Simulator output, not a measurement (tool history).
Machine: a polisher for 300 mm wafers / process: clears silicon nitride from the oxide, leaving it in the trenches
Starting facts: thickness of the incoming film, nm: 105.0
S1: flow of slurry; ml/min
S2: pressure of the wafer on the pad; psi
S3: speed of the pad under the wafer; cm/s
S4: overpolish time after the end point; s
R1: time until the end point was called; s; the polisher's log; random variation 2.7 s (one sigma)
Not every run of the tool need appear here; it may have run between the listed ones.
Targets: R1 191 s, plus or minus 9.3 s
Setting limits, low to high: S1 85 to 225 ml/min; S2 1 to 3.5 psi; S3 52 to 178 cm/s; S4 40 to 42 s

run 1 hour=0 | S1=145 S2=2.2 S3=114 S4=40 | R1=116.73
run 2 hour=8.4 | S1=145 S2=2.1 S3=114 S4=40 | R1=118.06
run 3 hour=11.7 | S1=145 S2=2 S3=114 S4=40 | R1=125.13
run 4 hour=14.2 | S1=145 S2=1.9 S3=114 S4=40 | R1=127.61
run 5 hour=17.3 | S1=165 S2=1.9 S3=114 S4=40 | R1=128
run 6 hour=25.6 | S1=135 S2=1.9 S3=114 S4=40 | R1=129.01
run 7 hour=32.6 | S1=135 S2=1.8 S3=112 S4=40 | R1=136.91
run 8 hour=39.8 | S1=135 S2=1.7 S3=112 S4=40 | R1=141.6
run 9 hour=40.8 | S1=135 S2=1.6 S3=112 S4=40 | R1=152.88
run 10 hour=48 | S1=135 S2=1.5 S3=112 S4=40 | R1=158.73

Which one of the following 5 next-run settings gets every result inside its allowed miss? There is exactly one.
run A hour=55.2 | S1=125 S2=1.5 S3=102 S4=40 | R1=?
run B hour=55.2 | S1=170 S2=1.3 S3=112 S4=40 | R1=?
run C hour=55.2 | S1=105 S2=1.6 S3=90 S4=40 | R1=?
run D hour=55.2 | S1=120 S2=1.5 S3=108 S4=40 | R1=?
run E hour=55.2 | S1=90 S2=1.3 S3=124 S4=40 | R1=?

move=A R1=172.7
move=B R1=169.33
move=C R1=187.39
move=D R1=166.47
move=E R1=176.05
A: nearer the targets than the last run, but a result is still out of spec
B: nearer the targets than the last run, but a result is still out of spec
C: every result within its allowed miss
D: nearer the targets than the last run, but a result is still out of spec
E: nearer the targets than the last run, but a result is still out of spec
Answer: C
